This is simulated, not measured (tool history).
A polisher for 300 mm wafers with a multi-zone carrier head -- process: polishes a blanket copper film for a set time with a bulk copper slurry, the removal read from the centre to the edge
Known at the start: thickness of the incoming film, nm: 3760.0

run    day  flow of slurry (ml/min)  pressure of the head's centre zone  pressure of the head's middle zone  pressure of the head's edge zone  abrasive content of the slurry  polishing time (s)  film removed at the wafer's centre (angstrom)  film removed at mid-radius (angstrom)  film removed at the wafer's edge (angstrom)
  1  0.000                      230                                1.00                                1.00                              1.00                            1.00                  34                                         4172.0                                 4134.3                                       4135.6
  2  0.162                      230                                1.00                                1.04                              1.00                            1.00                  34                                         4126.0                                 4266.8                                       4098.7
  3  0.325                      235                                1.02                                1.05                              1.00                            1.00                  34                                         4208.4                                 4266.4                                       4145.8
  4  0.575                      235                                0.99                                1.05                              1.00                            1.00                  34                                         4121.9                                 4330.9                                       4122.6
  5  0.858                      235                                0.99                                1.11                              1.00                            1.00                  34                                         4142.1                                 4506.4                                       4125.7
  6  1.146                      235                                0.99                                1.11                              1.00                            1.00                  30                                         3601.4                                 3973.4                                       3643.4
  7  1.442                      240                                1.01                                1.12                              0.99                            1.05                  30                                         3778.6                                 4128.4                                       3669.2

Run 8 comes next. What will it give?
  8  1.521                      245                                1.03                                1.13                              1.00                            1.10                  30                                              ?                                      ?                                            ?

{"run 8": {"film removed at the wafer's centre (angstrom)": 3868.2, "film removed at mid-radius (angstrom)": 4093.3, "film removed at the wafer's edge (angstrom)": 3714.0}}

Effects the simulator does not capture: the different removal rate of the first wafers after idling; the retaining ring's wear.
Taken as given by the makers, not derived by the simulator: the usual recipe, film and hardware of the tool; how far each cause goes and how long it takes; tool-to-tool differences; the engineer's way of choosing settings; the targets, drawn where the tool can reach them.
